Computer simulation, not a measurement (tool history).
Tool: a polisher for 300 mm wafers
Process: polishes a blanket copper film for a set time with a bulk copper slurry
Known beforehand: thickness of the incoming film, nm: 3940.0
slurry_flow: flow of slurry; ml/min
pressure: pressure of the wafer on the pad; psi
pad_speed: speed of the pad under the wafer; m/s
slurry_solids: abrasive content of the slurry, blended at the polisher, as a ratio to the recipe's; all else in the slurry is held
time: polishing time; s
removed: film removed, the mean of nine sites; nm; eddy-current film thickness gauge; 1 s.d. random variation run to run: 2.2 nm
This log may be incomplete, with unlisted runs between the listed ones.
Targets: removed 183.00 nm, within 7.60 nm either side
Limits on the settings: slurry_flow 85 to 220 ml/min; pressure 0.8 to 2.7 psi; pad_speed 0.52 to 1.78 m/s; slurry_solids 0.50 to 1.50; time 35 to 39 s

run	hour	slurry_flow	pressure	pad_speed	slurry_solids	time	removed
1	0.0	140	1.7	1.14	1.00	39	248.98
2	1.0	135	1.6	1.14	1.00	39	232.01
3	2.4	130	1.5	1.14	1.00	39	219.52
4	4.9	130	1.4	1.14	1.00	39	198.19
5	13.0	130	1.4	1.28	1.00	39	221.54
6	14.5	130	1.4	1.28	1.10	39	225.38
7	22.4	130	1.3	1.28	1.10	39	217.45
8	31.1	125	1.2	1.28	1.10	39	192.19
9	32.3	110	1.2	1.28	1.10	39	194.52

Exactly one of the 5 candidate moves below puts every result within its allowed miss. Which one?
A	33.5	150	1.0	1.74	1.10	37	?
B	33.5	140	1.3	1.02	0.95	38	?
C	33.5	105	1.4	1.22	1.15	36	?
D	33.5	85	1.3	1.52	1.15	35	?
E	33.5	110	1.1	1.46	1.10	36	?

move	removed
A	208.29
B	165.78
C	197.11
D	207.47
E	181.48
A: lands further from the targets than the last run did
B: the result that was furthest off in the last run now lies on the other side of its target
C: lands further from the targets than the last run did
D: lands further from the targets than the last run did
E: every result within its allowed miss
Move E is the one to make.

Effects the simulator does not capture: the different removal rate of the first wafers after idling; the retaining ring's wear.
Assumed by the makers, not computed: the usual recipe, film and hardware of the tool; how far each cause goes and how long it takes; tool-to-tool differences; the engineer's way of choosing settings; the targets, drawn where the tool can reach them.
